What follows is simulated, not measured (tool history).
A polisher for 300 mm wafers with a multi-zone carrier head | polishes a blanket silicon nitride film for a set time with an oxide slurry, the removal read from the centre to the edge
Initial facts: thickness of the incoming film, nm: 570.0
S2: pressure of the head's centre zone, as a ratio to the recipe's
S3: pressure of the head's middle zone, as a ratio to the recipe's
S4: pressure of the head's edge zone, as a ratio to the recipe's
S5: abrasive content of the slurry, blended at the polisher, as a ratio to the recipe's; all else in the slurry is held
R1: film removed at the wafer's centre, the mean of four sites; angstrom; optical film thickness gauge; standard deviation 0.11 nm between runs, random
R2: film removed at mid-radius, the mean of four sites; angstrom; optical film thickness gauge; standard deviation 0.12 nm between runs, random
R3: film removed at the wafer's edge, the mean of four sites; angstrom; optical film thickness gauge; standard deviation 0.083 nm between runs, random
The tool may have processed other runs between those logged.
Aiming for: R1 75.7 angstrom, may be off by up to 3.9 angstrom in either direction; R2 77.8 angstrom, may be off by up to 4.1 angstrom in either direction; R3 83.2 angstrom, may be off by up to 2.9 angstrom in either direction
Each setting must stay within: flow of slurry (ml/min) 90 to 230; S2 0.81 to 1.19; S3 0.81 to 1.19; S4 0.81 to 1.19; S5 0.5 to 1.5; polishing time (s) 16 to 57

run 1 hour=0 | flow_of_slurry_(ml/min)=150 S2=1 S3=1 S4=1 S5=1 polishing_time_(s)=36 | R1=134.11 R2=148.8 R3=144.41
run 2 hour=5 | flow_of_slurry_(ml/min)=150 S2=1 S3=1 S4=1 S5=1 polishing_time_(s)=44 | R1=161.8 R2=181.89 R3=183.86
run 3 hour=12.6 | flow_of_slurry_(ml/min)=140 S2=0.98 S3=0.95 S4=0.99 S5=0.85 polishing_time_(s)=38 | R1=127.02 R2=139.65 R3=143.51
run 4 hour=20.3 | flow_of_slurry_(ml/min)=135 S2=0.97 S3=0.92 S4=0.98 S5=0.75 polishing_time_(s)=34 | R1=109.78 R2=113.23 R3=121.03
-- hour=29 centre zone pressure recalibrated
run 5 hour=29 | flow_of_slurry_(ml/min)=130 S2=0.95 S3=0.91 S4=0.96 S5=0.65 polishing_time_(s)=32 | R1=100.94 R2=100.52 R3=104.82
run 6 hour=34.8 | flow_of_slurry_(ml/min)=130 S2=0.95 S3=0.82 S4=0.96 S5=0.65 polishing_time_(s)=32 | R1=101.31 R2=88.697 R3=104.96
run 7 hour=41.7 | flow_of_slurry_(ml/min)=125 S2=0.91 S3=0.84 S4=0.95 S5=0.6 polishing_time_(s)=31 | R1=89.595 R2=86.771 R3=98.444
run 8 hour=44.1 | flow_of_slurry_(ml/min)=120 S2=0.89 S3=0.84 S4=0.92 S5=0.55 polishing_time_(s)=31 | R1=82.241 R2=84.507 R3=92.25
run 9 hour=45.8 | flow_of_slurry_(ml/min)=115 S2=0.89 S3=0.83 S4=0.9 S5=0.55 polishing_time_(s)=31 | R1=83.937 R2=82.395 R3=91.366

Exercise: of the 5 proposed moves below, exactly one satisfies all targets within the stated allowed misses. Which move is it?
run A hour=47.5 | flow_of_slurry_(ml/min)=105 S2=0.9 S3=0.88 S4=0.86 S5=0.5 polishing_time_(s)=30 | R1=? R2=? R3=?
run B hour=47.5 | flow_of_slurry_(ml/min)=105 S2=0.87 S3=0.96 S4=0.84 S5=0.5 polishing_time_(s)=32 | R1=? R2=? R3=?
run C hour=47.5 | flow_of_slurry_(ml/min)=155 S2=0.83 S3=0.89 S4=1.08 S5=0.6 polishing_time_(s)=30 | R1=? R2=? R3=?
run D hour=47.5 | flow_of_slurry_(ml/min)=100 S2=0.83 S3=0.81 S4=0.97 S5=0.55 polishing_time_(s)=35 | R1=? R2=? R3=?
run E hour=47.5 | flow_of_slurry_(ml/min)=130 S2=0.87 S3=0.99 S4=0.94 S5=1 polishing_time_(s)=22 | R1=? R2=? R3=?

move=A R1=75.113 R2=76.479 R3=83.071
move=B R1=77.513 R2=87.724 R3=87.91
move=C R1=81.889 R2=90.237 R3=102.02
move=D R1=83.19 R2=85.965 R3=104.14
move=E R1=74.999 R2=86.517 R3=86.185
A: hits every target within its allowed miss
B: closer than the last run, but not yet in spec
C: lands further from the targets than the last run did
D: lands further from the targets than the last run did
E: closer than the last run, but not yet in spec
So the answer is move A, the one that meets all the targets.
